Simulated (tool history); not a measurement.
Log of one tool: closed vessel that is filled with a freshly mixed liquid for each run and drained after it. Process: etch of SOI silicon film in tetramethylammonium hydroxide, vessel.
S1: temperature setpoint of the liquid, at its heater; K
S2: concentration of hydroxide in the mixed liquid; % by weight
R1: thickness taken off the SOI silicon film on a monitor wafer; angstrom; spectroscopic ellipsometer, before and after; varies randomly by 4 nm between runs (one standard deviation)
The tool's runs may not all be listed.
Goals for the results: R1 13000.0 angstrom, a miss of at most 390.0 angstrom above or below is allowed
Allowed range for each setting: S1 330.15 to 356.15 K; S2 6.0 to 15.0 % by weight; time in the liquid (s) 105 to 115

run 1 hour=0.0 | S1=343.15 S2=10.0 time_in_the_liquid_(s)=105 | R1=7893.0
run 2 hour=4.9 | S1=343.15 S2=10.0 time_in_the_liquid_(s)=115 | R1=8639.7
run 3 hour=10.1 | S1=338.15 S2=10.0 time_in_the_liquid_(s)=115 | R1=6413.6
run 4 hour=13.2 | S1=341.15 S2=10.0 time_in_the_liquid_(s)=115 | R1=7687.5
run 5 hour=15.3 | S1=343.15 S2=10.0 time_in_the_liquid_(s)=115 | R1=8578.4
run 6 hour=20.9 | S1=345.15 S2=10.0 time_in_the_liquid_(s)=115 | R1=9687.6
run 7 hour=22.9 | S1=346.65 S2=10.0 time_in_the_liquid_(s)=115 | R1=10558.0
run 8 hour=26.4 | S1=347.65 S2=10.0 time_in_the_liquid_(s)=115 | R1=11195.0

Which of these 4 next moves meets every target?
run A hour=29.9 | S1=349.15 S2=6.0 time_in_the_liquid_(s)=105 | R1=?
run B hour=29.9 | S1=347.15 S2=10.0 time_in_the_liquid_(s)=110 | R1=?
run C hour=29.9 | S1=346.15 S2=8.5 time_in_the_liquid_(s)=110 | R1=?
run D hour=29.9 | S1=345.65 S2=9.5 time_in_the_liquid_(s)=105 | R1=?

move=A R1=13070.0
move=B R1=10454.0
move=C R1=10494.0
move=D R1=9345.8
A: each result inside its tolerance
B: lands further from the targets than the last run did
C: lands further from the targets than the last run did
D: lands further from the targets than the last run did
The move that meets every target is A.
